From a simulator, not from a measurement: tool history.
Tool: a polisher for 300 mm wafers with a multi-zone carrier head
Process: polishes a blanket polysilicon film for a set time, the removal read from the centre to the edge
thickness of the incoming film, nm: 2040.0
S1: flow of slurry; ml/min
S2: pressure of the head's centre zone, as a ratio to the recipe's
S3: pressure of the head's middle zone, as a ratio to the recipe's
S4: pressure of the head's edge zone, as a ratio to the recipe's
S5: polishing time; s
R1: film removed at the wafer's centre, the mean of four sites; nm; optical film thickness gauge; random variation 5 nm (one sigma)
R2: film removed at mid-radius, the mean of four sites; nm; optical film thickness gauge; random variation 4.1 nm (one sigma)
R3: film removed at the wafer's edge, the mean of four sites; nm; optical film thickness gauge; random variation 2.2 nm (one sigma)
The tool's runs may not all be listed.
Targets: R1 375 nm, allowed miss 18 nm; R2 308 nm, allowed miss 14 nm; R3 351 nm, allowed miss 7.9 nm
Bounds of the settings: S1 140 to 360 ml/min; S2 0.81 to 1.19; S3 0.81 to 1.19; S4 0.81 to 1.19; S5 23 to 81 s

run,hour,S1,S2,S3,S4,S5,R1,R2,R3
1,0,230,1,1,1,52,490.68,506.38,497.44
2,4.2,210,1,1,1,52,492.78,504.41,487.99
3,9.1,210,1.02,0.94,0.99,46,452.33,424.02,427.06
4,14.3,210,1.02,0.94,0.99,57,541.95,519.9,534.42
5,19.4,210,1.02,0.94,0.99,47,453.64,437.12,439.06
6,26.9,205,1.04,0.9,1.02,43,414.56,380.25,411.42
7,31.2,195,1.05,0.87,1.01,41,405.58,351.05,384.82
8,35.4,185,1.05,0.85,1,40,382.85,325,368.63
9,40.7,175,1.05,0.85,0.99,40,386.47,323.98,367.26
10,47.2,170,1.05,0.85,0.98,40,383.8,316.21,363.27
11,50.9,165,1.05,0.85,0.97,40,381.53,325.24,361.61

4 next moves are on the table. One of them brings every result within its allowed miss. Which?
A,54.6,190,0.99,0.9,0.95,39,?,?,?
B,54.6,220,1.06,0.83,1,37,?,?,?
C,54.6,140,1,0.84,0.94,43,?,?,?
D,54.6,140,1.11,0.82,1.01,42,?,?,?

move,R1,R2,R3
A,352.62,343.07,355.09
B,367.72,311.55,351.63
C,364.93,334.96,372.08
D,395.9,320.56,376.19
A: brings the result that was furthest off to its target, and leaves another outside
B: meets every target
C: further off than the last run
D: further off than the last run
The right move is B.
